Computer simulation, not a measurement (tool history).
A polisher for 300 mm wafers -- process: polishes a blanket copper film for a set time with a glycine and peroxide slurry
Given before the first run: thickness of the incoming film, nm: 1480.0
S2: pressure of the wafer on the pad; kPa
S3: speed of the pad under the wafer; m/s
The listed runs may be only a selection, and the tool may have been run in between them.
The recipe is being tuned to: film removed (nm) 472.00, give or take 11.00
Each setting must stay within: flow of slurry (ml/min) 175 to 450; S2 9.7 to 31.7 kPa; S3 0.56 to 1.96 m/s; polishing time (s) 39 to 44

{"run": 1, "hour": 0.0, "flow of slurry (ml/min)": 290, "S2": 20.7, "S3": 1.26, "polishing time (s)": 44, "film removed (nm)": 327.9}
{"run": 2, "hour": 1.8, "flow of slurry (ml/min)": 295, "S2": 22.8, "S3": 1.26, "polishing time (s)": 44, "film removed (nm)": 358.13}
{"run": 3, "hour": 9.0, "flow of slurry (ml/min)": 295, "S2": 22.8, "S3": 1.26, "polishing time (s)": 39, "film removed (nm)": 319.3}
{"run": 4, "hour": 17.9, "flow of slurry (ml/min)": 265, "S2": 22.8, "S3": 1.26, "polishing time (s)": 39, "film removed (nm)": 316.66}
{"run": 5, "hour": 25.6, "flow of slurry (ml/min)": 210, "S2": 22.8, "S3": 1.26, "polishing time (s)": 39, "film removed (nm)": 306.35}
{"run": 6, "hour": 33.1, "flow of slurry (ml/min)": 240, "S2": 24.8, "S3": 1.26, "polishing time (s)": 39, "film removed (nm)": 336.74}
{"run": 7, "hour": 40.2, "flow of slurry (ml/min)": 265, "S2": 26.2, "S3": 1.26, "polishing time (s)": 39, "film removed (nm)": 359.43}
{"run": 8, "hour": 48.9, "flow of slurry (ml/min)": 290, "S2": 27.6, "S3": 1.26, "polishing time (s)": 39, "film removed (nm)": 379.75}
{"run": 9, "hour": 51.9, "flow of slurry (ml/min)": 305, "S2": 28.3, "S3": 1.28, "polishing time (s)": 39, "film removed (nm)": 394.13}
{"run": 10, "hour": 53.1, "flow of slurry (ml/min)": 315, "S2": 29.0, "S3": 1.3, "polishing time (s)": 39, "film removed (nm)": 409.39}
{"run": 11, "hour": 56.4, "flow of slurry (ml/min)": 325, "S2": 29.6, "S3": 1.32, "polishing time (s)": 39, "film removed (nm)": 416.34}
{"run": 12, "hour": 59.1, "flow of slurry (ml/min)": 325, "S2": 30.3, "S3": 1.34, "polishing time (s)": 39, "film removed (nm)": 432.54}
{"run": 13, "hour": 65.5, "flow of slurry (ml/min)": 325, "S2": 30.3, "S3": 1.36, "polishing time (s)": 39, "film removed (nm)": 440.98}
{"run": 14, "hour": 73.2, "flow of slurry (ml/min)": 330, "S2": 30.3, "S3": 1.36, "polishing time (s)": 39, "film removed (nm)": 440.86}

Pick the move, out of 4, that brings all results within their allowed miss; only one does.
{"run": "A", "hour": 80.9, "flow of slurry (ml/min)": 340, "S2": 29.0, "S3": 1.36, "polishing time (s)": 44, "film removed (nm)": "?"}
{"run": "B", "hour": 80.9, "flow of slurry (ml/min)": 300, "S2": 29.0, "S3": 1.28, "polishing time (s)": 43, "film removed (nm)": "?"}
{"run": "C", "hour": 80.9, "flow of slurry (ml/min)": 295, "S2": 31.7, "S3": 0.96, "polishing time (s)": 43, "film removed (nm)": "?"}
{"run": "D", "hour": 80.9, "flow of slurry (ml/min)": 325, "S2": 31.0, "S3": 1.32, "polishing time (s)": 39, "film removed (nm)": "?"}

move=A film_removed_(nm)=477.69
move=B film_removed_(nm)=441.58
move=C film_removed_(nm)=391.22
move=D film_removed_(nm)=438.97
A: every result within its allowed miss
B: neither nearer nor further off than the last run
C: its largest miss is bigger than the last run's
D: its largest miss is bigger than the last run's
So the answer is move A, the one that meets all the targets.
